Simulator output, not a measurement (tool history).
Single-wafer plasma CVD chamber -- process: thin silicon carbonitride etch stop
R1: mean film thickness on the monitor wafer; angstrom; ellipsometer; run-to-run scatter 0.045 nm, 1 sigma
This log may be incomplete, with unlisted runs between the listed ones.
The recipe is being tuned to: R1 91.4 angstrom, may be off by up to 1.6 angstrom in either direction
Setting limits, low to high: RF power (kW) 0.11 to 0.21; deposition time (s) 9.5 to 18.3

Run 1, day 0: RF power (kW) 0.16, deposition time (s) 13.9. Result: R1 75.144 angstrom.
Run 2, day 0.158: RF power (kW) 0.165, deposition time (s) 14.1. Result: R1 76.586 angstrom.
Run 3, day 0.333: RF power (kW) 0.18, deposition time (s) 14.1. Result: R1 79.839 angstrom.
Run 4, day 0.467: RF power (kW) 0.165, deposition time (s) 14.1. Result: R1 76.835 angstrom.
Run 5, day 0.6: RF power (kW) 0.165, deposition time (s) 14.9. Result: R1 81.539 angstrom.
Run 6, day 0.7: RF power (kW) 0.17, deposition time (s) 15. Result: R1 82.902 angstrom.
Run 7, day 0.796: RF power (kW) 0.175, deposition time (s) 15. Result: R1 84.338 angstrom.
Run 8, day 0.871: RF power (kW) 0.18, deposition time (s) 15. Result: R1 85.414 angstrom.
Run 9, day 1.146: RF power (kW) 0.195, deposition time (s) 15.1. Result: R1 88.721 angstrom.
Run 10, day 1.279: RF power (kW) 0.2, deposition time (s) 15.2. Result: R1 88.783 angstrom.

Of the 5 settings listed for the next run, only one would bring every result within its allowed miss of target. Which one?
Run A, day 1.412: RF power (kW) 0.21, deposition time (s) 16.1. Result: R1 ?.
Run B, day 1.412: RF power (kW) 0.205, deposition time (s) 16.1. Result: R1 ?.
Run C, day 1.412: RF power (kW) 0.18, deposition time (s) 14.8. Result: R1 ?.
Run D, day 1.412: RF power (kW) 0.21, deposition time (s) 15.3. Result: R1 ?.
Run E, day 1.412: RF power (kW) 0.21, deposition time (s) 16. Result: R1 ?.

move      R1
   A  95.957
   B  95.182
   C  83.717
   D  91.189
   E  95.361
A: moves the result that the last run missed by most past its target, out the other side
B: moves the result that the last run missed by most past its target, out the other side
C: moves away from the targets compared with the last run
D: every result lands within tolerance
E: moves the result that the last run missed by most past its target, out the other side
Answer: D
